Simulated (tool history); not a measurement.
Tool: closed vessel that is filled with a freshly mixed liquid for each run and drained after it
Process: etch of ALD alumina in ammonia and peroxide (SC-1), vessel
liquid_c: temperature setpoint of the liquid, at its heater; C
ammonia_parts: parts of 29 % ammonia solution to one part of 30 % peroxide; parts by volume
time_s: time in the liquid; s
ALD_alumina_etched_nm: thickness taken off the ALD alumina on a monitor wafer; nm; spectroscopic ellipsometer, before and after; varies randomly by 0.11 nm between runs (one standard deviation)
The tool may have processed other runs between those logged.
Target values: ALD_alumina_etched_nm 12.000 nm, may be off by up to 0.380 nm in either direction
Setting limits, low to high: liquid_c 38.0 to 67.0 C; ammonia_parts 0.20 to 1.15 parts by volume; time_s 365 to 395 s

run	day	liquid_c	ammonia_parts	time_s	ALD_alumina_etched_nm
1	0.000	51.0	0.65	365	15.894
2	0.329	54.5	0.65	365	18.777
3	0.479	52.0	0.65	365	16.663
4	0.667	52.0	0.65	395	17.788
5	0.775	50.0	0.65	395	16.199
6	0.971	50.0	0.65	395	16.119
7	1.029	48.5	0.65	395	14.597
8	1.233	47.5	0.65	395	14.032
9	1.317	47.0	0.65	395	13.465
10	1.404	46.5	0.65	395	13.158
11	1.496	46.0	0.65	395	12.744
# day 1.700: ammonia flow meter replaced
12	1.700	45.5	0.65	395	12.590

Exactly one of the 5 candidate moves below puts every result within its allowed miss. Which one?
A	1.904	48.0	0.60	395	?
B	1.904	46.0	0.75	395	?
C	1.904	47.5	0.90	380	?
D	1.904	46.0	0.60	395	?
E	1.904	46.5	0.65	365	?

move	ALD_alumina_etched_nm
A	14.336
B	13.088
C	13.939
D	12.813
E	12.272
A: its largest miss is bigger than the last run's
B: its largest miss is bigger than the last run's
C: its largest miss is bigger than the last run's
D: its largest miss is bigger than the last run's
E: meets every target
Go with E: it meets all targets.
